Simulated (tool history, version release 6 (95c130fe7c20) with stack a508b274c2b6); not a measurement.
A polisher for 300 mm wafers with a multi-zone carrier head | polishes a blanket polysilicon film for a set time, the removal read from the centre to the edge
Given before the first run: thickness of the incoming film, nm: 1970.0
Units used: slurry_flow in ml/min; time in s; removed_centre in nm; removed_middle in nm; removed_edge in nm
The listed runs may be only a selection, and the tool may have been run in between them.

| run | hour | slurry_flow | centre_zone | middle_zone | edge_zone | time | removed_centre | removed_middle | removed_edge |
|---|---|---|---|---|---|---|---|---|---|
| 1 | 0 | 270 | 1 | 1 | 1 | 55 | 653.15 | 661.88 | 647.62 |
| 2 | 6.1 | 270 | 0.98 | 1.01 | 0.96 | 52 | 613.33 | 627.18 | 607.56 |
| 3 | 10.8 | 270 | 0.96 | 1.04 | 0.93 | 49 | 562.02 | 609.91 | 564.21 |
| 4 | 19 | 270 | 0.91 | 1.04 | 0.93 | 49 | 532.83 | 607.55 | 559.89 |
| 5 | 20.1 | 270 | 0.91 | 1.05 | 0.9 | 47 | 506.31 | 587.35 | 532.95 |
| 6 | 26.1 | 210 | 0.91 | 1.05 | 0.9 | 47 | 490.48 | 566.84 | 514.65 |
| 7 | 26.9 | 205 | 0.91 | 1.05 | 0.88 | 46 | 472.87 | 554.34 | 487.01 |

What will run 8 give?
| 8 | 33.3 | 195 | 0.91 | 1.04 | 0.87 | 46 | ? | ? | ? |

{"run 8": {"removed_centre": 471.17, "removed_middle": 537.09, "removed_edge": 496.11}}
